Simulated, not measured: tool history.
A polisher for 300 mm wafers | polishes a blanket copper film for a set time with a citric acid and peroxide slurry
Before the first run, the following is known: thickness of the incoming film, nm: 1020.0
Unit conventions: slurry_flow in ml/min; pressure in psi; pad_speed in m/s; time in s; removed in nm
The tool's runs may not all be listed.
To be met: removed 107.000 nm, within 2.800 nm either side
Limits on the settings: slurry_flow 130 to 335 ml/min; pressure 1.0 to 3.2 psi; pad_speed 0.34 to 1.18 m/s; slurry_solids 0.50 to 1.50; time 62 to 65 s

| run | hour | slurry_flow | pressure | pad_speed | slurry_solids | time | removed |
|---|---|---|---|---|---|---|---|
| 1 | 0.0 | 215 | 2.1 | 0.76 | 1.00 | 62 | 69.565 |
| 2 | 5.6 | 245 | 2.1 | 0.76 | 1.00 | 62 | 70.278 |
| 3 | 7.9 | 245 | 2.1 | 0.76 | 1.00 | 65 | 74.005 |
| 4 | 16.4 | 245 | 2.2 | 0.76 | 1.00 | 65 | 77.324 |
| 5 | 21.0 | 245 | 2.2 | 0.94 | 1.00 | 65 | 95.833 |
| 6 | 22.9 | 245 | 1.7 | 0.94 | 1.00 | 65 | 74.321 |
| 7 | 26.0 | 245 | 1.8 | 0.94 | 1.00 | 65 | 78.092 |
| 8 | 29.7 | 245 | 1.9 | 0.94 | 1.00 | 65 | 83.278 |
|  | 36.1 | slurry blender recalibrated |
| 9 | 36.1 | 245 | 2.0 | 0.94 | 1.00 | 65 | 94.931 |
| 10 | 40.7 | 245 | 2.0 | 0.94 | 1.00 | 65 | 95.635 |
| 11 | 46.8 | 245 | 2.1 | 0.94 | 1.00 | 65 | 99.445 |
| 12 | 55.7 | 245 | 2.2 | 0.94 | 1.00 | 65 | 103.990 |

Pick the move, out of 4, that brings all results within their allowed miss; only one does.
| A | 64.6 | 240 | 2.1 | 0.96 | 1.00 | 65 | ? |
| B | 64.6 | 245 | 2.2 | 0.96 | 0.95 | 64 | ? |
| C | 64.6 | 265 | 2.0 | 1.00 | 1.00 | 65 | ? |
| D | 64.6 | 250 | 2.0 | 1.04 | 1.05 | 65 | ? |

| move | removed |
|---|---|
| A | 100.830 |
| B | 102.520 |
| C | 101.190 |
| D | 105.920 |
A: further off than the last run
B: further off than the last run
C: further off than the last run
D: hits every target within its allowed miss
D is the move that brings every result within its allowed miss.
